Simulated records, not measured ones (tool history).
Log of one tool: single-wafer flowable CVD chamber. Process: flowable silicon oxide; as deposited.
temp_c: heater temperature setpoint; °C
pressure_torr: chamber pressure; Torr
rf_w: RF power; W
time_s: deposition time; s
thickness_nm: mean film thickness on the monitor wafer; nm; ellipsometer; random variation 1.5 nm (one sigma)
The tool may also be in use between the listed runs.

run 1 hour=0.0 | temp_c=100 pressure_torr=1.04 rf_w=1640 time_s=871 | thickness_nm=784.62
run 2 hour=2.8 | temp_c=100 pressure_torr=1.04 rf_w=1825 time_s=871 | thickness_nm=814.90
run 3 hour=11.7 | temp_c=100 pressure_torr=1.04 rf_w=1980 time_s=871 | thickness_nm=828.02
run 4 hour=15.3 | temp_c=100 pressure_torr=1.22 rf_w=1980 time_s=871 | thickness_nm=962.67
run 5 hour=19.9 | temp_c=94 pressure_torr=1.22 rf_w=1980 time_s=871 | thickness_nm=1144.10
run 6 hour=25.9 | temp_c=94 pressure_torr=1.22 rf_w=2130 time_s=871 | thickness_nm=1168.10
run 7 hour=29.5 | temp_c=96 pressure_torr=1.22 rf_w=2130 time_s=871 | thickness_nm=1095.60
run 8 hour=38.4 | temp_c=98 pressure_torr=1.22 rf_w=2130 time_s=871 | thickness_nm=1038.40
run 9 hour=44.4 | temp_c=100 pressure_torr=1.22 rf_w=2130 time_s=871 | thickness_nm=977.22

The next listed run, before its measurement:
run 10 hour=52.5 | temp_c=101 pressure_torr=1.22 rf_w=2130 time_s=871 | thickness_nm=?

Run 10 gave thickness_nm 952.05 nm.
